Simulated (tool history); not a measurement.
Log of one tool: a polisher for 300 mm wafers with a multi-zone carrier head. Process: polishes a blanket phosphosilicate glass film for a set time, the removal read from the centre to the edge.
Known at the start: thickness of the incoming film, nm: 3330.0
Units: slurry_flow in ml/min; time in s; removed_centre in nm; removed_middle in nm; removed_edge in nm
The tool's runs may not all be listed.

run  hour  slurry_flow  centre_zone  middle_zone  edge_zone  slurry_solids  time  removed_centre  removed_middle  removed_edge
  1     0          250            1            1          1              1    50          414.82           437.8        434.22
  2   1.1          225            1            1          1              1    50          415.02          433.14        425.54
  3   2.8          225         0.92            1          1              1    50           377.7          430.98        431.25
  4  10.3          225         0.92         0.96          1              1    50          380.93          420.57         429.6
  5  18.2          225         0.85         0.96          1              1    50          349.79             424        430.89
  6  18.9          225         0.85         0.96          1              1    59          410.62          479.67        516.52
  7  23.4          245          0.9            1       1.03           1.05    59          452.31          531.01        531.61

The next listed run, before its measurement:
  8  26.5          255         0.93         0.99       1.06            1.1    59               ?               ?             ?

{"run 8": {"removed_centre": 481.03, "removed_middle": 535.64, "removed_edge": 549.05}}

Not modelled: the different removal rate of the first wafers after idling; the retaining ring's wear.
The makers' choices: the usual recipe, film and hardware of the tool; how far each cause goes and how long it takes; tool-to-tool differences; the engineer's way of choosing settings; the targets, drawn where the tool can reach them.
